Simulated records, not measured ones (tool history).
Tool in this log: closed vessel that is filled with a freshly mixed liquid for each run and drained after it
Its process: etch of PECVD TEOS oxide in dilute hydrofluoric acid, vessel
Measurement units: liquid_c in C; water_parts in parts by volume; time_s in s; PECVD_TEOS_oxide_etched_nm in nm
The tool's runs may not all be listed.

run 1 hour=0.0 | liquid_c=21.0 water_parts=160 time_s=615 | PECVD_TEOS_oxide_etched_nm=50.150
run 2 hour=2.9 | liquid_c=19.5 water_parts=190 time_s=615 | PECVD_TEOS_oxide_etched_nm=38.357
run 3 hour=7.6 | liquid_c=18.5 water_parts=210 time_s=615 | PECVD_TEOS_oxide_etched_nm=33.031
run 4 hour=15.3 | liquid_c=18.0 water_parts=225 time_s=615 | PECVD_TEOS_oxide_etched_nm=29.644
run 5 hour=22.2 | liquid_c=17.5 water_parts=240 time_s=615 | PECVD_TEOS_oxide_etched_nm=26.765
run 6 hour=26.2 | liquid_c=17.5 water_parts=200 time_s=615 | PECVD_TEOS_oxide_etched_nm=33.393
run 7 hour=31.9 | liquid_c=17.5 water_parts=220 time_s=615 | PECVD_TEOS_oxide_etched_nm=29.936

For run 8, what comes out?
run 8 hour=35.6 | liquid_c=17.5 water_parts=220 time_s=615 | PECVD_TEOS_oxide_etched_nm=?

PECVD_TEOS_oxide_etched_nm: 30.300 nm
